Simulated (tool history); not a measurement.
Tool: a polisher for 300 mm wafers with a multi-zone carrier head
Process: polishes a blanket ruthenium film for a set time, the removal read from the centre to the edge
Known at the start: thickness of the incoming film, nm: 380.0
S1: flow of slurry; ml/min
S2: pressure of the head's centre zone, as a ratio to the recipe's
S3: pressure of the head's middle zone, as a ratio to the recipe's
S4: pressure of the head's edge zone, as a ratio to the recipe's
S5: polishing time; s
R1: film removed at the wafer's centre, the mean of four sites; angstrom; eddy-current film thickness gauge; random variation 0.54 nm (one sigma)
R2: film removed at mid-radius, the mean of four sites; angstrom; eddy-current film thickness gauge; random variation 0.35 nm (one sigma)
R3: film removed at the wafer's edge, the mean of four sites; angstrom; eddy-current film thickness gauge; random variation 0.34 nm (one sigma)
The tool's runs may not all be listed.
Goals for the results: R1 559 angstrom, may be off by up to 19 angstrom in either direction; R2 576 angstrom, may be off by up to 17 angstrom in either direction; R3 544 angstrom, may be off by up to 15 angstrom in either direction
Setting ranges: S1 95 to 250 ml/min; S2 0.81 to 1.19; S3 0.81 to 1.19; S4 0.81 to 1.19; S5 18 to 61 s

{"run": 1, "hour": 0.0, "S1": 160, "S2": 1, "S3": 1, "S4": 1, "S5": 39, "R1": 495.1, "R2": 488.29, "R3": 485.33}
{"run": 2, "hour": 6.2, "S1": 170, "S2": 1, "S3": 1.02, "S4": 1.02, "S5": 39, "R1": 486.1, "R2": 496.72, "R3": 500.31}
{"run": 3, "hour": 11.5, "S1": 170, "S2": 1, "S3": 1.02, "S4": 1.08, "S5": 39, "R1": 491.93, "R2": 501.66, "R3": 510.15}
{"run": 4, "hour": 13.1, "S1": 170, "S2": 1, "S3": 1.02, "S4": 1.14, "S5": 39, "R1": 490.31, "R2": 492.43, "R3": 528.24}
{"run": 5, "hour": 14.2, "S1": 170, "S2": 1, "S3": 1.02, "S4": 1.14, "S5": 31, "R1": 394.63, "R2": 399.36, "R3": 417.94}
{"run": 6, "hour": 21.0, "S1": 170, "S2": 1, "S3": 1.02, "S4": 1.14, "S5": 40, "R1": 493.72, "R2": 510.92, "R3": 540.19}
{"run": 7, "hour": 29.0, "S1": 180, "S2": 1.01, "S3": 1.04, "S4": 1.13, "S5": 40, "R1": 514.05, "R2": 527.5, "R3": 543.98}
{"run": 8, "hour": 30.7, "S1": 185, "S2": 1.02, "S3": 1.05, "S4": 1.12, "S5": 40, "R1": 527.14, "R2": 527.66, "R3": 537.61}
{"run": 9, "hour": 37.9, "S1": 190, "S2": 1.02, "S3": 1.06, "S4": 1.12, "S5": 40, "R1": 529.89, "R2": 538.02, "R3": 543.53}
{"run": 10, "hour": 41.7, "S1": 195, "S2": 1.02, "S3": 1.07, "S4": 1.11, "S5": 40, "R1": 530.35, "R2": 548.11, "R3": 540.03}
{"run": 11, "hour": 42.4, "S1": 200, "S2": 1.02, "S3": 1.08, "S4": 1.11, "S5": 40, "R1": 532.09, "R2": 556.07, "R3": 546.63}
{"run": 12, "hour": 49.6, "S1": 205, "S2": 1.03, "S3": 1.08, "S4": 1.1, "S5": 40, "R1": 538.12, "R2": 554.76, "R3": 542.7}

Next run, 5 choices. One meets every target within its allowed miss, the rest don't. Which?
{"run": "A", "hour": 56.8, "S1": 200, "S2": 0.9, "S3": 1.01, "S4": 0.95, "S5": 43, "R1": "?", "R2": "?", "R3": "?"}
{"run": "B", "hour": 56.8, "S1": 245, "S2": 0.96, "S3": 1.06, "S4": 1.13, "S5": 41, "R1": "?", "R2": "?", "R3": "?"}
{"run": "C", "hour": 56.8, "S1": 210, "S2": 1.05, "S3": 1.02, "S4": 1.08, "S5": 40, "R1": "?", "R2": "?", "R3": "?"}
{"run": "D", "hour": 56.8, "S1": 140, "S2": 1.12, "S3": 1.05, "S4": 1.11, "S5": 43, "R1": "?", "R2": "?", "R3": "?"}
{"run": "E", "hour": 56.8, "S1": 220, "S2": 1.06, "S3": 1.11, "S4": 1.07, "S5": 40, "R1": "?", "R2": "?", "R3": "?"}

move=A R1=503.51 R2=560.3 R3=548
move=B R1=528.51 R2=571.75 R3=580.42
move=C R1=551.56 R2=528.84 R3=545.38
move=D R1=582.53 R2=541.19 R3=563.36
move=E R1=561.26 R2=572.03 R3=544.82
A: corrects the largest miss of the last run, while another result sits out of spec
B: corrects the largest miss of the last run, while another result sits out of spec
C: moves away from the targets compared with the last run
D: moves away from the targets compared with the last run
E: every result lands within tolerance
Move E is the one to make.
